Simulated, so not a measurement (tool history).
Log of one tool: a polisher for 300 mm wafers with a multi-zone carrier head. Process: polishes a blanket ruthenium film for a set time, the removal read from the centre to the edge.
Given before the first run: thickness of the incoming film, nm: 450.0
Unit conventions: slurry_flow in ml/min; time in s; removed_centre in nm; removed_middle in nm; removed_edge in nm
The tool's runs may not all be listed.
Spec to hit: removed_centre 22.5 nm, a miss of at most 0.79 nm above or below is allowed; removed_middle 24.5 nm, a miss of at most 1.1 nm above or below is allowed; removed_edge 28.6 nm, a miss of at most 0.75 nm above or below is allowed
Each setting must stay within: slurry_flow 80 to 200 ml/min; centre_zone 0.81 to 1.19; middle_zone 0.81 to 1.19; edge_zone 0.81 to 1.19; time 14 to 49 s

run 1 hour=0 | slurry_flow=130 centre_zone=1 middle_zone=1 edge_zone=1 time=31 | removed_centre=32.293 removed_middle=32.109 removed_edge=32.672
run 2 hour=8.9 | slurry_flow=120 centre_zone=0.96 middle_zone=0.97 edge_zone=1 time=30 | removed_centre=29.877 removed_middle=29.309 removed_edge=31.473
run 3 hour=10.5 | slurry_flow=120 centre_zone=0.96 middle_zone=0.97 edge_zone=1 time=33 | removed_centre=32.52 removed_middle=32.591 removed_edge=34.681
run 4 hour=14.7 | slurry_flow=120 centre_zone=0.96 middle_zone=0.97 edge_zone=1 time=37 | removed_centre=36.917 removed_middle=35.888 removed_edge=39.067
run 5 hour=18.6 | slurry_flow=120 centre_zone=0.96 middle_zone=0.91 edge_zone=1 time=37 | removed_centre=36.024 removed_middle=33.651 removed_edge=38.101
run 6 hour=23.3 | slurry_flow=115 centre_zone=0.93 middle_zone=0.91 edge_zone=1 time=35 | removed_centre=33.184 removed_middle=32.402 removed_edge=36.223
run 7 hour=31.5 | slurry_flow=110 centre_zone=0.91 middle_zone=0.9 edge_zone=1.01 time=33 | removed_centre=30.489 removed_middle=29.43 removed_edge=34.28
run 8 hour=34 | slurry_flow=110 centre_zone=0.91 middle_zone=0.9 edge_zone=1.01 time=33 | removed_centre=30.255 removed_middle=29.745 removed_edge=34.376
run 9 hour=42.6 | slurry_flow=105 centre_zone=0.89 middle_zone=0.9 edge_zone=1 time=32 | removed_centre=27.951 removed_middle=27.918 removed_edge=32.254
run 10 hour=48.1 | slurry_flow=100 centre_zone=0.87 middle_zone=0.9 edge_zone=1 time=32 | removed_centre=26.503 removed_middle=27.987 removed_edge=32.415
run 11 hour=51.8 | slurry_flow=95 centre_zone=0.86 middle_zone=0.89 edge_zone=0.98 time=32 | removed_centre=25.659 removed_middle=27.158 removed_edge=31.657
run 12 hour=58.6 | slurry_flow=95 centre_zone=0.85 middle_zone=0.88 edge_zone=0.96 time=32 | removed_centre=26.023 removed_middle=27.332 removed_edge=31.063
run 13 hour=67.6 | slurry_flow=90 centre_zone=0.84 middle_zone=0.88 edge_zone=0.96 time=32 | removed_centre=24.829 removed_middle=26.034 removed_edge=31.401
run 14 hour=68.8 | slurry_flow=90 centre_zone=0.83 middle_zone=0.88 edge_zone=0.94 time=32 | removed_centre=24.73 removed_middle=27.015 removed_edge=30.712
run 15 hour=69.8 | slurry_flow=80 centre_zone=0.81 middle_zone=0.84 edge_zone=0.94 time=30 | removed_centre=21.152 removed_middle=22.576 removed_edge=27.588

Which single option among these 5 for the next run brings every result within its allowed miss of target? Just one does.
run A hour=70.8 | slurry_flow=95 centre_zone=0.87 middle_zone=0.85 edge_zone=0.92 time=30 | removed_centre=? removed_middle=? removed_edge=?
run B hour=70.8 | slurry_flow=105 centre_zone=0.82 middle_zone=0.89 edge_zone=0.91 time=28 | removed_centre=? removed_middle=? removed_edge=?
run C hour=70.8 | slurry_flow=80 centre_zone=0.86 middle_zone=0.81 edge_zone=1 time=30 | removed_centre=? removed_middle=? removed_edge=?
run D hour=70.8 | slurry_flow=85 centre_zone=0.83 middle_zone=0.88 edge_zone=0.96 time=30 | removed_centre=? removed_middle=? removed_edge=?
run E hour=70.8 | slurry_flow=125 centre_zone=0.83 middle_zone=0.94 edge_zone=0.88 time=29 | removed_centre=? removed_middle=? removed_edge=?

move=A removed_centre=24.722 removed_middle=23.987 removed_edge=28.871
move=B removed_centre=22.577 removed_middle=24.028 removed_edge=27.387
move=C removed_centre=22.612 removed_middle=21.588 removed_edge=28.792
move=D removed_centre=22.475 removed_middle=23.694 removed_edge=28.66
move=E removed_centre=25.029 removed_middle=27.331 removed_edge=28.858
A: the worst result of the last run now meets its target, but another is out of spec
B: the worst result of the last run now meets its target, but another is out of spec
C: the biggest miss grows against the last run
D: meets every target
E: carries the result that was furthest off beyond its target, to the other side
Go with D: it meets all targets.
